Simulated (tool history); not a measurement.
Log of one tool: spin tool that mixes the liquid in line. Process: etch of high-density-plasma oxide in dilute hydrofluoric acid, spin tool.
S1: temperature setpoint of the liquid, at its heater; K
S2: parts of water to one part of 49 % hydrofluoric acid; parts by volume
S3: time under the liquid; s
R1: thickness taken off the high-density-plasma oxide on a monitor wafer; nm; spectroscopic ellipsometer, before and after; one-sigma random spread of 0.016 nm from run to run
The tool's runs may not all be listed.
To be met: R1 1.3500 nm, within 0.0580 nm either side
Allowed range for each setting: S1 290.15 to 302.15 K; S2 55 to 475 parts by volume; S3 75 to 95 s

run	day	S1	S2	S3	R1
1	0.000	294.15	265	95	1.9504
2	0.112	294.15	265	95	1.9285
3	0.421	293.15	280	95	1.7098
4	0.792	292.15	290	95	1.5793
5	0.946	295.65	290	95	1.7925
6	1.096	298.15	290	95	1.9900
7	1.175	296.15	300	95	1.7657
8	1.412	294.65	305	95	1.6623
9	1.471	293.65	310	95	1.5958
10	1.675	293.65	310	95	1.5407
11	2.008	292.65	310	95	1.4855
12	2.033	292.15	310	95	1.4694
13	2.058	291.65	310	95	1.4239
14	2.262	291.15	310	95	1.4302

Which one of the following 5 next-run settings gets every result inside its allowed miss? There is exactly one.
A	2.467	290.65	285	95	?
B	2.467	291.65	350	90	?
C	2.467	291.15	295	95	?
D	2.467	293.15	345	95	?
E	2.467	290.65	280	95	?

move	R1
A	1.5264
B	1.1569
C	1.4899
D	1.3131
E	1.5603
A: lands further from the targets than the last run did
B: the result that was furthest off in the last run now lies on the other side of its target
C: lands further from the targets than the last run did
D: hits every target within its allowed miss
E: lands further from the targets than the last run did
Go with D: it meets all targets.
